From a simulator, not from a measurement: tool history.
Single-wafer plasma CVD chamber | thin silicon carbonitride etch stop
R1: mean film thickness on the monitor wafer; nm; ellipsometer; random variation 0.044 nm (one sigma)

Run 1, hour 0: RF power (W) 165, deposition time (s) 25.6. Result: R1 13.451 nm.
Run 2, hour 8.5: RF power (W) 165, deposition time (s) 22.7. Result: R1 11.789 nm.
Run 3, hour 9.5: RF power (W) 175, deposition time (s) 22.7. Result: R1 12.047 nm.
Run 4, hour 15.8: RF power (W) 195, deposition time (s) 22.7. Result: R1 12.335 nm.
Run 5, hour 17.5: RF power (W) 215, deposition time (s) 22.7. Result: R1 12.693 nm.
Run 6, hour 20: RF power (W) 210, deposition time (s) 21.5. Result: R1 11.956 nm.
Run 7, hour 25.2: RF power (W) 210, deposition time (s) 21.5. Result: R1 11.75 nm.

Run 8 comes next. What will it give?
Run 8, hour 30.9: RF power (W) 205, deposition time (s) 20.8. Result: R1 ?.

R1: 11.293 nm
